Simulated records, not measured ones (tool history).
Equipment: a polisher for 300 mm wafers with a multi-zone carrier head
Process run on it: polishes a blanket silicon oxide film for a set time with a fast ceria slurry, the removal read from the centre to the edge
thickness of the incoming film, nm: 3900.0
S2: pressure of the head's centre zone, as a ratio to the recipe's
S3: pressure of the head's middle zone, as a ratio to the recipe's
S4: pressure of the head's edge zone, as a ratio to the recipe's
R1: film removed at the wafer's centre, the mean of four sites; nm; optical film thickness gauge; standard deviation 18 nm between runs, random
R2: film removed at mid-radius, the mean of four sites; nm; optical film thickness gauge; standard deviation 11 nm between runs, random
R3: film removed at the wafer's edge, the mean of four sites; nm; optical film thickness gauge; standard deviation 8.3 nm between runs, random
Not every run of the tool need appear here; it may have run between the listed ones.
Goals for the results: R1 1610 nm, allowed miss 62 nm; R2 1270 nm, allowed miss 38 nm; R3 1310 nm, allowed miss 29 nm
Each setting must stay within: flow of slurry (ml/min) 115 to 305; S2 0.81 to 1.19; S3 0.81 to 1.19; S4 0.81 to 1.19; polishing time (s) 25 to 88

Run 1, hour 0: flow of slurry (ml/min) 195, S2 1, S3 1, S4 1, polishing time (s) 56. Result: R1 1174.9 nm, R2 1166.9 nm, R3 1137.7 nm.
Run 2, hour 1.5: flow of slurry (ml/min) 195, S2 1, S3 1, S4 1.06, polishing time (s) 56. Result: R1 1202.2 nm, R2 1183.8 nm, R3 1169.2 nm.
Run 3, hour 2.1: flow of slurry (ml/min) 195, S2 1, S3 0.95, S4 1.06, polishing time (s) 56. Result: R1 1161 nm, R2 1125.4 nm, R3 1181.6 nm.
Run 4, hour 10.5: flow of slurry (ml/min) 195, S2 1, S3 1.04, S4 1.06, polishing time (s) 56. Result: R1 1188.4 nm, R2 1206.2 nm, R3 1164.3 nm.
Run 5, hour 11.3: flow of slurry (ml/min) 205, S2 1.02, S3 1.03, S4 1.07, polishing time (s) 56. Result: R1 1214.9 nm, R2 1208.4 nm, R3 1189.4 nm.
Run 6, hour 14: flow of slurry (ml/min) 205, S2 1.04, S3 1.02, S4 1.05, polishing time (s) 57. Result: R1 1233.8 nm, R2 1234 nm, R3 1198.4 nm.
At hour 17.5: worn pad replaced by a new one.
Run 7, hour 17.5: flow of slurry (ml/min) 195, S2 1.06, S3 1, S4 1.02, polishing time (s) 59. Result: R1 1408.9 nm, R2 1325.3 nm, R3 1318.3 nm.
Run 8, hour 22.9: flow of slurry (ml/min) 185, S2 1.07, S3 0.99, S4 1, polishing time (s) 59. Result: R1 1411.1 nm, R2 1321.3 nm, R3 1279.6 nm.
Run 9, hour 27.1: flow of slurry (ml/min) 180, S2 1.08, S3 0.97, S4 0.99, polishing time (s) 59. Result: R1 1394.3 nm, R2 1288.7 nm, R3 1282.2 nm.
Run 10, hour 30: flow of slurry (ml/min) 185, S2 1.09, S3 0.96, S4 0.97, polishing time (s) 59. Result: R1 1468.3 nm, R2 1293 nm, R3 1269.2 nm.
Run 11, hour 37.5: flow of slurry (ml/min) 185, S2 1.09, S3 0.96, S4 0.97, polishing time (s) 59. Result: R1 1420.6 nm, R2 1284 nm, R3 1257.7 nm.

Which one of the following 4 next-run settings gets every result inside its allowed miss? There is exactly one.
Run A, hour 45: flow of slurry (ml/min) 180, S2 1.07, S3 1, S4 0.9, polishing time (s) 58. Result: R1 ?, R2 ?, R3 ?.
Run B, hour 45: flow of slurry (ml/min) 200, S2 1.18, S3 0.92, S4 0.98, polishing time (s) 60. Result: R1 ?, R2 ?, R3 ?.
Run C, hour 45: flow of slurry (ml/min) 150, S2 1.03, S3 0.88, S4 0.86, polishing time (s) 66. Result: R1 ?, R2 ?, R3 ?.
Run D, hour 45: flow of slurry (ml/min) 205, S2 1.11, S3 0.99, S4 0.97, polishing time (s) 57. Result: R1 ?, R2 ?, R3 ?.

move      R1      R2      R3
   A  1361.8    1296  1193.4
   B  1584.8  1271.7  1303.1
   C  1430.3  1278.4  1297.7
   D  1422.5  1290.1  1234.2
A: its largest miss is bigger than the last run's
B: every result lands within tolerance
C: moves toward the targets from the last run without getting all of them in spec
D: about the same distance from the targets as the last run
B is the move that brings every result within its allowed miss.

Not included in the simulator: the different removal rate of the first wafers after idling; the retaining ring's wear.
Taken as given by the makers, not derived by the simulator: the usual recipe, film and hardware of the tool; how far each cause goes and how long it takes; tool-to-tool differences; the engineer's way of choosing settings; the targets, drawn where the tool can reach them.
